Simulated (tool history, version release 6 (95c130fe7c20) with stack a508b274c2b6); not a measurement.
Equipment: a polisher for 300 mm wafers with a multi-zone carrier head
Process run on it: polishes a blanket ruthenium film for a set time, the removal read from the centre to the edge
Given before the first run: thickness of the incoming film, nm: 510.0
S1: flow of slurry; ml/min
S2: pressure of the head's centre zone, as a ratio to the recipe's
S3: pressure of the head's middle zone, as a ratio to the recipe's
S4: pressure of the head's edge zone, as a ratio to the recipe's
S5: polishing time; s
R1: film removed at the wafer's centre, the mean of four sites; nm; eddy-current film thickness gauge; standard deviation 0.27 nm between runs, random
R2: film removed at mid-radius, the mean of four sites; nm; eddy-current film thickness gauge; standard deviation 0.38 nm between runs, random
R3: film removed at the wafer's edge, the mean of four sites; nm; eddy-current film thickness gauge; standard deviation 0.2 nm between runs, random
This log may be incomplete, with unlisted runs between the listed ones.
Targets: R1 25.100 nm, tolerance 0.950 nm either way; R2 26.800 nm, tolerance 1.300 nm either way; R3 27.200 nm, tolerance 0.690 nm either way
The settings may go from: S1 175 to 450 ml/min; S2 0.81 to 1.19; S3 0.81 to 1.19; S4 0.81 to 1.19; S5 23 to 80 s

Run 1, hour 0.0: S1 290 ml/min, S2 1.00, S3 1.00, S4 1.00, S5 51 s. Result: R1 48.122 nm, R2 49.543 nm, R3 48.314 nm.
Run 2, hour 5.6: S1 290 ml/min, S2 1.00, S3 1.00, S4 1.00, S5 46 s. Result: R1 43.585 nm, R2 46.170 nm, R3 43.200 nm.
Run 3, hour 12.1: S1 290 ml/min, S2 1.06, S3 1.00, S4 1.00, S5 46 s. Result: R1 45.735 nm, R2 44.496 nm, R3 42.912 nm.
Run 4, hour 20.9: S1 275 ml/min, S2 1.01, S3 0.95, S4 1.00, S5 40 s. Result: R1 37.602 nm, R2 38.038 nm, R3 37.812 nm.
Run 5, hour 25.4: S1 265 ml/min, S2 0.98, S3 0.92, S4 0.97, S5 36 s. Result: R1 32.633 nm, R2 32.215 nm, R3 33.339 nm.
Run 6, hour 30.7: S1 260 ml/min, S2 0.94, S3 0.92, S4 0.93, S5 35 s. Result: R1 30.938 nm, R2 31.911 nm, R3 32.344 nm.
Run 7, hour 34.7: S1 245 ml/min, S2 0.87, S3 0.88, S4 0.87, S5 25 s. Result: R1 20.670 nm, R2 22.227 nm, R3 22.191 nm.
Run 8, hour 42.0: S1 260 ml/min, S2 0.89, S3 0.90, S4 0.92, S5 25 s. Result: R1 20.472 nm, R2 22.210 nm, R3 22.547 nm.
Run 9, hour 50.4: S1 260 ml/min, S2 0.92, S3 0.92, S4 0.96, S5 26 s. Result: R1 22.302 nm, R2 23.324 nm, R3 23.885 nm.
Run 10, hour 52.3: S1 260 ml/min, S2 0.92, S3 0.93, S4 0.97, S5 27 s. Result: R1 22.938 nm, R2 24.120 nm, R3 25.221 nm.
Run 11, hour 56.4: S1 260 ml/min, S2 0.92, S3 0.93, S4 0.97, S5 27 s. Result: R1 23.076 nm, R2 24.788 nm, R3 24.751 nm.
Run 12, hour 62.6: S1 260 ml/min, S2 0.93, S3 0.94, S4 1.00, S5 28 s. Result: R1 24.022 nm, R2 25.674 nm, R3 26.193 nm.
Run 13, hour 65.4: S1 260 ml/min, S2 0.94, S3 0.95, S4 1.01, S5 28 s. Result: R1 24.446 nm, R2 26.079 nm, R3 26.360 nm.

Consider the 5 candidate settings below. Which is the only one whose results all fall within their allowed miss of target?
Run A, hour 68.2: S1 370 ml/min, S2 1.00, S3 1.08, S4 1.06, S5 26 s. Result: R1 ?, R2 ?, R3 ?.
Run B, hour 68.2: S1 230 ml/min, S2 0.96, S3 1.03, S4 0.95, S5 28 s. Result: R1 ?, R2 ?, R3 ?.
Run C, hour 68.2: S1 190 ml/min, S2 0.94, S3 1.01, S4 0.98, S5 29 s. Result: R1 ?, R2 ?, R3 ?.
Run D, hour 68.2: S1 175 ml/min, S2 0.91, S3 0.90, S4 1.06, S5 29 s. Result: R1 ?, R2 ?, R3 ?.
Run E, hour 68.2: S1 205 ml/min, S2 0.94, S3 0.95, S4 0.99, S5 30 s. Result: R1 ?, R2 ?, R3 ?.

move      R1      R2      R3
   A  25.263  27.923  25.745
   B  24.754  27.400  25.393
   C  24.302  27.047  26.049
   D  23.190  24.165  26.698
   E  25.510  26.933  27.358
A: misses by more than the last run did
B: misses by more than the last run did
C: misses by more than the last run did
D: brings the result that was furthest off to its target, and leaves another outside
E: all results land within tolerance of their targets
So the answer is move E, the one that meets all the targets.
